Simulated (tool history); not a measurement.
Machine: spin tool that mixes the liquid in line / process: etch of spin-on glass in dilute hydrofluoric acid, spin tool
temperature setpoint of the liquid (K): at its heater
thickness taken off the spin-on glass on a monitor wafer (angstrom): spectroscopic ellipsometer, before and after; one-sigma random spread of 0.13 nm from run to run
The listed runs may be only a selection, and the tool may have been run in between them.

run,hour,temperature setpoint of the liquid (K),parts of water to one part of 49 % hydrofluoric acid (parts by volume),time under the liquid (s),thickness taken off the spin-on glass on a monitor wafer (angstrom)
1,0,297.15,235,35,72.529
2,5.4,299.65,195,35,99.514
3,10.6,301.15,170,35,124.51
4,15.7,302.65,155,35,145.6
5,19.9,305.15,155,35,159.55
6,21,305.15,155,30,136.11
7,26.7,305.15,135,30,163.01

Run 8, settings as shown, results not yet in. Your forecast:
8,32.6,305.15,125,30,?

thickness taken off the spin-on glass on a monitor wafer (angstrom): 179.01

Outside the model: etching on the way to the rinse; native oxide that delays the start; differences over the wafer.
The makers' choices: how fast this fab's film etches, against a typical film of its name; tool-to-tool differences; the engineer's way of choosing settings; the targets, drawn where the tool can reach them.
